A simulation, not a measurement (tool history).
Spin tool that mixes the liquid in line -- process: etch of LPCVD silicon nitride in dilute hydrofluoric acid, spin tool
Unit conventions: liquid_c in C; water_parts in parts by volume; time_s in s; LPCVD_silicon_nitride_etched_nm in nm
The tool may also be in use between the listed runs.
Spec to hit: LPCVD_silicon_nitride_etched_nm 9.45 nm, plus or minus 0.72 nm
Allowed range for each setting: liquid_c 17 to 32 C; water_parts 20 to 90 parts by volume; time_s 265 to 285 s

run,hour,liquid_c,water_parts,time_s,LPCVD_silicon_nitride_etched_nm
1,0,24,50,265,2.4194
2,8.4,26.5,40,270,3.5745
3,14.8,26.5,40,265,3.6207
4,21.7,26.5,25,265,5.7235
5,22.4,28,25,265,6.4013
6,27.2,28,25,265,6.1611
7,35.2,29,25,270,6.6186
# hour 39.2: hydrofluoric acid flow meter replaced
8,39.2,30,25,275,7.7701
9,47.6,30.5,25,275,8.1309
10,52.1,31,25,275,8.1326
11,56.9,31.5,25,275,8.56

4 next moves are on the table. One of them brings every result within its allowed miss. Which?
A,61.7,32,25,285,?
B,61.7,30,25,280,?
C,61.7,29.5,25,285,?
D,61.7,31,20,285,?

move,LPCVD_silicon_nitride_etched_nm
A,9.3124
B,8.0331
C,7.9127
D,10.82
A: hits every target within its allowed miss
B: moves away from the targets compared with the last run
C: moves away from the targets compared with the last run
D: takes the result that was furthest off past its target
So the answer is move A, the one that meets all the targets.
